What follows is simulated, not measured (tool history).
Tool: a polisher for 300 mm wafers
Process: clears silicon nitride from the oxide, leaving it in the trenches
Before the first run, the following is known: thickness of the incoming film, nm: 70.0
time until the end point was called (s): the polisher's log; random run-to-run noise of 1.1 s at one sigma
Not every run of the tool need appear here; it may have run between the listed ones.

run  hour  flow of slurry (ml/min)  pressure of the wafer on the pad (kPa)  speed of the pad under the wafer (m/s)  overpolish time after the end point (s)  time until the end point was called (s)
  1     0                      125                                    13.1                                    0.84                                       28                                   138.26
  2   8.4                      130                                    13.1                                    0.84                                       28                                   137.93
  3  16.6                      135                                    13.1                                    0.84                                       28                                   137.19
  4  19.9                      145                                    13.8                                    0.84                                       28                                   129.19
  5  21.7                      145                                    13.8                                    0.64                                       28                                   167.74
  6  24.3                      145                                    13.8                                    0.64                                       28                                   169.59
  7  27.5                      145                                    13.8                                    0.64                                       28                                   166.91
  8  35.8                      145                                    14.5                                    0.64                                       28                                   160.01
  9  44.1                      145                                    15.2                                    0.64                                       28                                   152.83

Expected results for the next run?
 10  51.9                      145                                    15.9                                    0.64                                       28                                        ?

{"run 10": {"time until the end point was called (s)": 148.25}}
